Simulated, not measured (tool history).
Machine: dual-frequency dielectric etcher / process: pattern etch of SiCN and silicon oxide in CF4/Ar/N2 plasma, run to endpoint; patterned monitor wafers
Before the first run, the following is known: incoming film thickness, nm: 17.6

run	hour	source power (kW)	bias power (kW)	Ar flow (sccm)	CF4 flow (sccm)	endpoint time (s)
1	0.0	0.350	0.060	80	58	26.044
2	8.0	0.350	0.053	80	58	27.323
3	9.3	0.350	0.053	80	63	26.826
4	10.5	0.350	0.053	80	72	26.442
5	19.1	0.310	0.053	80	72	29.251
6	21.7	0.310	0.053	80	77	28.825

Expected results for the next run?
7	26.6	0.290	0.053	80	77	?

{"run 7": {"endpoint time (s)": 30.604}}
